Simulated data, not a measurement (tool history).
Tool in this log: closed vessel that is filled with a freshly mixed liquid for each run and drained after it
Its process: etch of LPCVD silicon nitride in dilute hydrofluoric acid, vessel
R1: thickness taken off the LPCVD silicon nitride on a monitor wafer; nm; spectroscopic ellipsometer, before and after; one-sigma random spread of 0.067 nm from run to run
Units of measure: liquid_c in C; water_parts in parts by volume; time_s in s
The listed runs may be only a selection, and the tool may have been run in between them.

{"run": 1, "hour": 0.0, "liquid_c": 22, "water_parts": 60, "time_s": 2900, "R1": 20.912}
{"run": 2, "hour": 5.4, "liquid_c": 21.5, "water_parts": 60, "time_s": 2900, "R1": 20.199}
{"run": 3, "hour": 10.0, "liquid_c": 21, "water_parts": 60, "time_s": 2900, "R1": 19.447}
{"run": 4, "hour": 18.5, "liquid_c": 23, "water_parts": 60, "time_s": 2900, "R1": 22.564}
{"run": 5, "hour": 23.3, "liquid_c": 22.5, "water_parts": 60, "time_s": 2900, "R1": 21.728}
{"run": 6, "hour": 30.7, "liquid_c": 22.5, "water_parts": 60, "time_s": 2900, "R1": 21.548}
{"run": 7, "hour": 36.4, "liquid_c": 22, "water_parts": 60, "time_s": 2900, "R1": 20.856}
{"run": 8, "hour": 39.5, "liquid_c": 21.5, "water_parts": 60, "time_s": 2900, "R1": 20.203}
{"run": 9, "hour": 43.6, "liquid_c": 21, "water_parts": 60, "time_s": 2900, "R1": 19.494}
{"run": 10, "hour": 49.4, "liquid_c": 20.5, "water_parts": 60, "time_s": 2900, "R1": 18.862}
{"run": 11, "hour": 55.0, "liquid_c": 20, "water_parts": 60, "time_s": 2900, "R1": 18.278}

Expected results for the next run?
{"run": 12, "hour": 59.1, "liquid_c": 19, "water_parts": 60, "time_s": 2900, "R1": "?"}

R1: 17.075 nm
